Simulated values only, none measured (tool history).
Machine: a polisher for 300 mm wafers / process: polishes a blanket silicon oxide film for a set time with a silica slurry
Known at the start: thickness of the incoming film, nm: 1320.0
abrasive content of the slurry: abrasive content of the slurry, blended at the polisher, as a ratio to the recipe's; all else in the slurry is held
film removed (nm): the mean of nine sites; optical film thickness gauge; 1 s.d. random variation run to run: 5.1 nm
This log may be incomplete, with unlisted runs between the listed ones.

run	hour	flow of slurry (ml/min)	pressure of the wafer on the pad (psi)	speed of the pad under the wafer (cm/s)	abrasive content of the slurry	polishing time (s)	film removed (nm)
1	0.0	175	5.6	94	1.0	78	305.20
2	3.4	175	5.6	94	1.1	78	322.09
3	11.7	175	5.6	94	1.1	82	338.47
4	19.7	175	5.6	78	1.1	82	294.61
5	22.2	180	6.3	80	1.1	82	337.83
6	26.5	165	6.3	80	1.1	82	326.43
7	31.1	180	6.8	82	1.1	82	375.46
8	33.4	190	7.2	82	1.1	82	393.81
9	39.9	195	7.5	86	1.1	82	424.70
10	41.6	195	7.8	90	1.1	82	457.27

For run 11, what comes out?
11	45.2	200	8.0	92	1.1	82	?

{"run 11": {"film removed (nm)": 475.52}}

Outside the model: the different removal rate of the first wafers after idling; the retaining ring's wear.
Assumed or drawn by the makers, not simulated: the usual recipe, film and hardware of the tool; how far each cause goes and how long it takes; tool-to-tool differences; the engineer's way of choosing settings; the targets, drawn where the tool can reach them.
